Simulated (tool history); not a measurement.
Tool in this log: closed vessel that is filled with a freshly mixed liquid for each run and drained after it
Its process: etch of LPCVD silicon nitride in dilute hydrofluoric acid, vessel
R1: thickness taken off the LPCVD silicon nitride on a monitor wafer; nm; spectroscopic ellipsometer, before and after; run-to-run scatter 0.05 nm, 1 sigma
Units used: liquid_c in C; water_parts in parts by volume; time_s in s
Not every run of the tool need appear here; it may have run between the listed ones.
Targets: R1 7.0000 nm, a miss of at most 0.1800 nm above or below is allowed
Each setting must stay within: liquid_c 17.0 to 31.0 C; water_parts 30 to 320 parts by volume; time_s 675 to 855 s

Run 1, hour 0.0: liquid_c 23.0 C, water_parts 175 parts by volume, time_s 855 s. Result: R1 2.4926 nm.
Run 2, hour 1.7: liquid_c 23.0 C, water_parts 150 parts by volume, time_s 855 s. Result: R1 2.8930 nm.
Run 3, hour 4.6: liquid_c 24.5 C, water_parts 135 parts by volume, time_s 855 s. Result: R1 3.5281 nm.
Run 4, hour 14.0: liquid_c 26.0 C, water_parts 125 parts by volume, time_s 855 s. Result: R1 4.1849 nm.
Run 5, hour 21.5: liquid_c 26.0 C, water_parts 95 parts by volume, time_s 855 s. Result: R1 5.5473 nm.
Run 6, hour 27.3: liquid_c 26.5 C, water_parts 95 parts by volume, time_s 855 s. Result: R1 5.7580 nm.
Run 7, hour 36.9: liquid_c 27.0 C, water_parts 95 parts by volume, time_s 855 s. Result: R1 5.8770 nm.
Run 8, hour 42.3: liquid_c 27.0 C, water_parts 95 parts by volume, time_s 855 s. Result: R1 5.9100 nm.
Run 9, hour 43.9: liquid_c 27.0 C, water_parts 95 parts by volume, time_s 855 s. Result: R1 5.9194 nm.
Run 10, hour 50.0: liquid_c 27.5 C, water_parts 95 parts by volume, time_s 855 s. Result: R1 6.0286 nm.
Run 11, hour 51.9: liquid_c 28.0 C, water_parts 95 parts by volume, time_s 855 s. Result: R1 6.3971 nm.
Run 12, hour 58.3: liquid_c 28.5 C, water_parts 95 parts by volume, time_s 855 s. Result: R1 6.4683 nm.
Run 13, hour 66.7: liquid_c 29.0 C, water_parts 95 parts by volume, time_s 855 s. Result: R1 6.7186 nm.

Next run, 4 choices. One meets every target within its allowed miss, the rest don't. Which?
Run A, hour 75.1: liquid_c 29.0 C, water_parts 80 parts by volume, time_s 800 s. Result: R1 ?.
Run B, hour 75.1: liquid_c 30.5 C, water_parts 90 parts by volume, time_s 805 s. Result: R1 ?.
Run C, hour 75.1: liquid_c 30.5 C, water_parts 85 parts by volume, time_s 770 s. Result: R1 ?.
Run D, hour 75.1: liquid_c 29.0 C, water_parts 90 parts by volume, time_s 845 s. Result: R1 ?.

move      R1
   A  7.3983
   B  7.2789
   C  7.3733
   D  6.9474
A: carries the result that was furthest off beyond its target, to the other side
B: carries the result that was furthest off beyond its target, to the other side
C: carries the result that was furthest off beyond its target, to the other side
D: every result lands within tolerance
Answer: D
